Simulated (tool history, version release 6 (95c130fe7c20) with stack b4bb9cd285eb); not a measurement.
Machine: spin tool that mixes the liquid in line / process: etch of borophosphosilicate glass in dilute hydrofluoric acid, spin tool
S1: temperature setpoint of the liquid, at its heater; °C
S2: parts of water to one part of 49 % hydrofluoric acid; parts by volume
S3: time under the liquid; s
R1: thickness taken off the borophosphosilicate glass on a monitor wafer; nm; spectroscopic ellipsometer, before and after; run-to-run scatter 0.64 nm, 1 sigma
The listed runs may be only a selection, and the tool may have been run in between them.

run 1 day=0 | S1=21 S2=225 S3=80 | R1=19.848
run 2 day=0.175 | S1=21 S2=225 S3=80 | R1=19.821
run 3 day=0.258 | S1=23 S2=225 S3=80 | R1=21.325
run 4 day=0.317 | S1=23.5 S2=205 S3=80 | R1=24.345
run 5 day=0.45 | S1=24 S2=185 S3=80 | R1=28.208
run 6 day=0.8 | S1=24 S2=185 S3=80 | R1=28.728
run 7 day=1.162 | S1=24.5 S2=170 S3=80 | R1=31.793
run 8 day=1.521 | S1=25 S2=155 S3=80 | R1=36.398
run 9 day=1.725 | S1=25.5 S2=145 S3=80 | R1=39.976
run 10 day=1.788 | S1=26 S2=135 S3=80 | R1=43.987
run 11 day=1.825 | S1=26.5 S2=130 S3=80 | R1=47.194

Run 12 has not been measured yet. What should we expect?
run 12 day=1.862 | S1=27 S2=125 S3=80 | R1=?

Run 12 came out at R1 50.487 nm.
